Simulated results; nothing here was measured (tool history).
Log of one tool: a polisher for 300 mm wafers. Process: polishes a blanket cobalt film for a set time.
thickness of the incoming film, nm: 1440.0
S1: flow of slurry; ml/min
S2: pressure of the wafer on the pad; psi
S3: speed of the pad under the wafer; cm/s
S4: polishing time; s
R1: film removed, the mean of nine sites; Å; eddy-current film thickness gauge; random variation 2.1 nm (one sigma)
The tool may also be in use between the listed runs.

run	hour	S1	S2	S3	S4	R1
1	0.0	205	2.4	94	106	5638.6
2	2.6	200	2.1	88	106	4659.3
3	11.1	195	1.8	84	106	3755.5
4	11.8	195	1.8	70	106	3136.0
5	13.4	190	1.7	70	106	2991.5
6	19.4	190	1.7	52	106	2216.5
7	23.8	200	1.8	52	106	2393.6

The next listed run, before its measurement:
8	29.8	210	1.8	52	106	?

R1: 2363.6 Å

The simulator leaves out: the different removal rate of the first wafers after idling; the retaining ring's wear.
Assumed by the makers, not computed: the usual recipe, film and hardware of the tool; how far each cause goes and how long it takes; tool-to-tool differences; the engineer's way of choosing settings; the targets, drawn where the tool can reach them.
